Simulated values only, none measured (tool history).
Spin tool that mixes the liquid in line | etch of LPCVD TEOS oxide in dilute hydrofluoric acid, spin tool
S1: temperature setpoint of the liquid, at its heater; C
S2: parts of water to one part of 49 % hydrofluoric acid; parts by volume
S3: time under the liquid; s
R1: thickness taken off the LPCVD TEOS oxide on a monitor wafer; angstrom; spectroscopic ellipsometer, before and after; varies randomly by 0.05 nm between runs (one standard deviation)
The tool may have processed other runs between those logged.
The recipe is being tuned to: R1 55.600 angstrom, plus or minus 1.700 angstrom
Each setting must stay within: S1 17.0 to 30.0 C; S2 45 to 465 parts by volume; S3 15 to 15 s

run	day	S1	S2	S3	R1
1	0.000	22.0	255	15	22.090
2	0.179	23.0	240	15	24.640
3	0.258	23.5	225	15	27.233
4	0.596	26.5	225	15	30.516
5	0.925	27.0	215	15	32.620
6	1.058	27.5	205	15	35.314
7	1.288	28.0	195	15	38.026
8	1.429	28.0	190	15	39.544
9	1.804	28.0	185	15	40.345

Next run, 4 choices. One meets every target within its allowed miss, the rest don't. Which?
A	2.179	27.5	150	15	?
B	2.179	28.0	135	15	?
C	2.179	28.5	155	15	?
D	2.179	25.5	130	15	?

move	R1
A	51.064
B	58.899
C	50.941
D	56.016
A: nearer than the last run, and not there yet
B: takes the biggest miss from the last run beyond its target
C: nearer than the last run, and not there yet
D: every result within its allowed miss
D meets every target.

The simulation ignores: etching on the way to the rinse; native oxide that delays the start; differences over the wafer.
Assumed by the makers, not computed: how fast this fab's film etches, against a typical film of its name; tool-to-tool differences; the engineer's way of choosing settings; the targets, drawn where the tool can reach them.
